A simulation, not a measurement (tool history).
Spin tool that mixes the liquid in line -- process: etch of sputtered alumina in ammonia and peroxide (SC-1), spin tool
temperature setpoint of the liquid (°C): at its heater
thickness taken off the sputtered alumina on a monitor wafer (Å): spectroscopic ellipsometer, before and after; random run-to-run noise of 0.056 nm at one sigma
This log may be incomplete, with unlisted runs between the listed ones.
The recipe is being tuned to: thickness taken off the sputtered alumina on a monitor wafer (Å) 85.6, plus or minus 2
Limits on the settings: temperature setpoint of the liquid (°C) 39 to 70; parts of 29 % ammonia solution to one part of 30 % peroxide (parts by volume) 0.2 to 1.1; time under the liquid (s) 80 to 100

run	hour	temperature setpoint of the liquid (°C)	parts of 29 % ammonia solution to one part of 30 % peroxide (parts by volume)	time under the liquid (s)	thickness taken off the sputtered alumina on a monitor wafer (Å)
1	0	55	0.6	100	62.61
2	5.4	56.5	0.6	100	69.158
3	12.3	52.5	0.6	100	54.967
4	19	52.5	0.7	100	55.549
5	25.7	49.5	0.7	100	47.439
6	27.4	56.5	0.7	100	69.11
7	33.6	57.5	0.7	100	73.286
8	40.1	58.5	0.7	100	76.286

Pick the move, out of 4, that brings all results within their allowed miss; only one does.
A	46.6	59.5	0.55	100	?
B	46.6	60.5	0.55	95	?
C	46.6	60.5	0.65	100	?
D	46.6	59.5	0.7	100	?

move	thickness taken off the sputtered alumina on a monitor wafer (Å)
A	80.322
B	80.326
C	85.9
D	82.175
A: moves toward the targets from the last run without getting all of them in spec
B: moves toward the targets from the last run without getting all of them in spec
C: in spec on every target
D: moves toward the targets from the last run without getting all of them in spec
So the answer is move C, the one that meets all the targets.
